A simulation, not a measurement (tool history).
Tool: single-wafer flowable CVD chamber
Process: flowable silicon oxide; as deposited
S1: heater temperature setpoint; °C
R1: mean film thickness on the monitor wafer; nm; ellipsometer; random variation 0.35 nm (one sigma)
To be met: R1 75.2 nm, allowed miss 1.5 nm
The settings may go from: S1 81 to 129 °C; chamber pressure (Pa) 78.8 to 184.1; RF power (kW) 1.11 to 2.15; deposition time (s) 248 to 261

run 1 hour=0 | S1=105 chamber_pressure_(Pa)=131.5 RF_power_(kW)=1.63 deposition_time_(s)=261 | R1=154.09
run 2 hour=9 | S1=110 chamber_pressure_(Pa)=131.3 RF_power_(kW)=1.63 deposition_time_(s)=261 | R1=127.46
run 3 hour=12.5 | S1=110 chamber_pressure_(Pa)=131.3 RF_power_(kW)=1.785 deposition_time_(s)=261 | R1=130.03
run 4 hour=16.2 | S1=114 chamber_pressure_(Pa)=131.2 RF_power_(kW)=1.785 deposition_time_(s)=261 | R1=112.38
run 5 hour=22.1 | S1=114 chamber_pressure_(Pa)=131.2 RF_power_(kW)=1.785 deposition_time_(s)=248 | R1=105.94
run 6 hour=24.8 | S1=116 chamber_pressure_(Pa)=131.2 RF_power_(kW)=1.785 deposition_time_(s)=248 | R1=99.632
run 7 hour=30.6 | S1=118 chamber_pressure_(Pa)=131.2 RF_power_(kW)=1.785 deposition_time_(s)=248 | R1=93.811
run 8 hour=36.2 | S1=120 chamber_pressure_(Pa)=131.2 RF_power_(kW)=1.785 deposition_time_(s)=248 | R1=88.068
run 9 hour=44.6 | S1=121 chamber_pressure_(Pa)=131.2 RF_power_(kW)=1.785 deposition_time_(s)=248 | R1=84.872

Which of these 5 next moves meets every target?
run A hour=53 | S1=116 chamber_pressure_(Pa)=114.3 RF_power_(kW)=1.755 deposition_time_(s)=250 | R1=?
run B hour=53 | S1=124 chamber_pressure_(Pa)=125.5 RF_power_(kW)=1.525 deposition_time_(s)=248 | R1=?
run C hour=53 | S1=121 chamber_pressure_(Pa)=140.9 RF_power_(kW)=1.855 deposition_time_(s)=261 | R1=?
run D hour=53 | S1=125 chamber_pressure_(Pa)=132.9 RF_power_(kW)=1.75 deposition_time_(s)=248 | R1=?
run E hour=53 | S1=118 chamber_pressure_(Pa)=97.9 RF_power_(kW)=1.765 deposition_time_(s)=248 | R1=?

move=A R1=89.057
move=B R1=72.043
move=C R1=95.553
move=D R1=75.55
move=E R1=72.575
A: further off than the last run
B: takes the result that was furthest off past its target
C: further off than the last run
D: meets every target
E: takes the result that was furthest off past its target
Answer: D
